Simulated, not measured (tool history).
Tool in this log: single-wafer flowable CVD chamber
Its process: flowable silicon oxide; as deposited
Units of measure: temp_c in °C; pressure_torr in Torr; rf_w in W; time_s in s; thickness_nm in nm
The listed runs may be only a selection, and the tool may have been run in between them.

Run 1, hour 0: temp_c 100 °C, pressure_torr 0.834 Torr, rf_w 2005 W, time_s 789 s. Result: thickness_nm 490.96 nm.
Run 2, hour 1.9: temp_c 100 °C, pressure_torr 0.834 Torr, rf_w 2005 W, time_s 789 s. Result: thickness_nm 487.91 nm.
Run 3, hour 8.6: temp_c 107 °C, pressure_torr 0.834 Torr, rf_w 2005 W, time_s 789 s. Result: thickness_nm 396.37 nm.
Run 4, hour 15.6: temp_c 107 °C, pressure_torr 0.906 Torr, rf_w 2005 W, time_s 789 s. Result: thickness_nm 431.51 nm.
Run 5, hour 16.8: temp_c 111 °C, pressure_torr 0.897 Torr, rf_w 2005 W, time_s 789 s. Result: thickness_nm 380.32 nm.
Run 6, hour 18.7: temp_c 111 °C, pressure_torr 0.773 Torr, rf_w 2005 W, time_s 789 s. Result: thickness_nm 329.16 nm.
Run 7, hour 27.6: temp_c 113 °C, pressure_torr 0.772 Torr, rf_w 2005 W, time_s 789 s. Result: thickness_nm 310.45 nm.
Run 8, hour 30.3: temp_c 115 °C, pressure_torr 0.771 Torr, rf_w 2005 W, time_s 789 s. Result: thickness_nm 296.43 nm.
Run 9, hour 31.8: temp_c 117 °C, pressure_torr 0.77 Torr, rf_w 2005 W, time_s 789 s. Result: thickness_nm 276.11 nm.
Run 10, hour 39: temp_c 118 °C, pressure_torr 0.77 Torr, rf_w 2005 W, time_s 789 s. Result: thickness_nm 269.53 nm.

The next listed run, before its measurement:
Run 11, hour 42.5: temp_c 119 °C, pressure_torr 0.77 Torr, rf_w 2005 W, time_s 789 s. Result: thickness_nm ?.

{"run 11": {"thickness_nm": 264.45}}
